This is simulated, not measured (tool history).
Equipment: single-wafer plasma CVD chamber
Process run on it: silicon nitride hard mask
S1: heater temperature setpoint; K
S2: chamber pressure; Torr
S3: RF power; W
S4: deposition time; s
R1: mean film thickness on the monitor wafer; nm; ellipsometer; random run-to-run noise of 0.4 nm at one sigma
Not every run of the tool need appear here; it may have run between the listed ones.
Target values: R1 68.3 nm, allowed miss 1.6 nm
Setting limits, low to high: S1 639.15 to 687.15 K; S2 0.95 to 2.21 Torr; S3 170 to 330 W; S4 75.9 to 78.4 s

{"run": 1, "hour": 0.0, "S1": 663.15, "S2": 1.58, "S3": 250, "S4": 75.9, "R1": 75.236}
{"run": 2, "hour": 7.2, "S1": 663.15, "S2": 1.58, "S3": 250, "S4": 75.9, "R1": 75.449}
{"run": 3, "hour": 9.4, "S1": 663.15, "S2": 1.51, "S3": 245, "S4": 75.9, "R1": 72.97}
{"run": 4, "hour": 15.2, "S1": 663.15, "S2": 1.47, "S3": 245, "S4": 75.9, "R1": 72.316}
{"run": 5, "hour": 22.3, "S1": 663.15, "S2": 1.43, "S3": 245, "S4": 75.9, "R1": 71.846}
{"run": 6, "hour": 28.2, "S1": 663.15, "S2": 1.43, "S3": 220, "S4": 75.9, "R1": 65.457}
{"run": 7, "hour": 31.4, "S1": 663.15, "S2": 1.46, "S3": 220, "S4": 75.9, "R1": 65.953}
{"run": 8, "hour": 40.3, "S1": 663.15, "S2": 1.46, "S3": 220, "S4": 75.9, "R1": 65.753}
{"run": 9, "hour": 41.7, "S1": 663.15, "S2": 1.49, "S3": 220, "S4": 75.9, "R1": 66.495}
{"run": 10, "hour": 50.0, "S1": 663.15, "S2": 1.51, "S3": 220, "S4": 75.9, "R1": 66.387}

Next run, 4 choices. One meets every target within its allowed miss, the rest don't. Which?
{"run": "A", "hour": 58.3, "S1": 679.15, "S2": 1.57, "S3": 210, "S4": 75.9, "R1": "?"}
{"run": "B", "hour": 58.3, "S1": 657.15, "S2": 1.35, "S3": 220, "S4": 75.9, "R1": "?"}
{"run": "C", "hour": 58.3, "S1": 655.15, "S2": 1.31, "S3": 225, "S4": 75.9, "R1": "?"}
{"run": "D", "hour": 58.3, "S1": 666.15, "S2": 1.5, "S3": 225, "S4": 75.9, "R1": "?"}

move=A R1=63.735
move=B R1=63.761
move=C R1=64.416
move=D R1=67.104
A: moves away from the targets compared with the last run
B: moves away from the targets compared with the last run
C: moves away from the targets compared with the last run
D: every result lands within tolerance
Move D is the one to make.

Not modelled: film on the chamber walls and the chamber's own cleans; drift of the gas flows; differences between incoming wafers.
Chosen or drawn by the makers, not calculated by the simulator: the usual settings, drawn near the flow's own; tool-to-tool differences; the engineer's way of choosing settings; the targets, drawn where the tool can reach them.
